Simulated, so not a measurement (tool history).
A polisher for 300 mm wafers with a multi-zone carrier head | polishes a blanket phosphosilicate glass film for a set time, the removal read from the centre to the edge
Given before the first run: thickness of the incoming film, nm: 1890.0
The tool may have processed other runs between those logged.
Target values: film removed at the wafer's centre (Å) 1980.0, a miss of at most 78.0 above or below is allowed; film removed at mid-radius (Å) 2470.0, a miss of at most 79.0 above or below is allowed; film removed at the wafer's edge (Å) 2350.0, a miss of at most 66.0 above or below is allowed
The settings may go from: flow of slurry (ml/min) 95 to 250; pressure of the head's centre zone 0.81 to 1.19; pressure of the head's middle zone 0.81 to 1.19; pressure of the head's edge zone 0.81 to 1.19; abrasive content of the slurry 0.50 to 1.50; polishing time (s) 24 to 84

| run | day | flow of slurry (ml/min) | pressure of the head's centre zone | pressure of the head's middle zone | pressure of the head's edge zone | abrasive content of the slurry | polishing time (s) | film removed at the wafer's centre (Å) | film removed at mid-radius (Å) | film removed at the wafer's edge (Å) |
|---|---|---|---|---|---|---|---|---|---|---|
| 1 | 0.000 | 160 | 1.00 | 1.00 | 1.00 | 1.00 | 54 | 2577.2 | 2677.1 | 2638.1 |
| 2 | 0.333 | 175 | 1.00 | 1.00 | 1.00 | 1.00 | 54 | 2655.0 | 2715.9 | 2678.0 |
| 3 | 0.683 | 165 | 0.98 | 1.00 | 0.99 | 1.00 | 54 | 2567.2 | 2663.9 | 2621.8 |
| 4 | 1.029 | 200 | 0.98 | 1.00 | 0.99 | 1.00 | 54 | 2693.3 | 2725.1 | 2702.8 |
| 5 | 1.133 | 200 | 0.98 | 1.00 | 0.99 | 1.00 | 46 | 2304.8 | 2347.5 | 2300.8 |
| 6 | 1.312 | 200 | 0.98 | 1.00 | 0.94 | 1.00 | 46 | 2280.8 | 2357.7 | 2247.8 |
| 7 | 1.629 | 195 | 0.96 | 1.01 | 0.95 | 1.00 | 46 | 2278.4 | 2377.2 | 2252.4 |
| 8 | 1.883 | 190 | 0.94 | 1.02 | 0.97 | 1.00 | 46 | 2162.1 | 2385.9 | 2281.6 |
| 9 | 2.204 | 190 | 0.93 | 1.03 | 0.98 | 1.00 | 46 | 2153.2 | 2408.2 | 2268.2 |
| 10 | 2.492 | 190 | 0.92 | 1.03 | 0.99 | 1.00 | 46 | 2141.4 | 2397.0 | 2290.5 |

Which of these 4 next moves meets every target?
| A | 2.779 | 205 | 0.90 | 1.02 | 0.99 | 0.80 | 52 | ? | ? | ? |
| B | 2.779 | 205 | 0.81 | 1.03 | 0.91 | 0.85 | 49 | ? | ? | ? |
| C | 2.779 | 180 | 0.84 | 1.04 | 1.01 | 1.00 | 47 | ? | ? | ? |
| D | 2.779 | 170 | 0.92 | 1.07 | 0.99 | 0.90 | 46 | ? | ? | ? |

| move | film removed at the wafer's centre (Å) | film removed at mid-radius (Å) | film removed at the wafer's edge (Å) |
|---|---|---|---|
| A | 2192.3 | 2510.8 | 2407.8 |
| B | 1900.5 | 2442.1 | 2230.8 |
| C | 1961.8 | 2455.3 | 2349.9 |
| D | 2002.1 | 2343.6 | 2174.2 |
A: moves away from the targets compared with the last run
B: carries the result that was furthest off beyond its target, to the other side
C: hits every target within its allowed miss
D: gets the furthest-off result to its target, but another result is out of tolerance
Correct choice: C, which meets every target
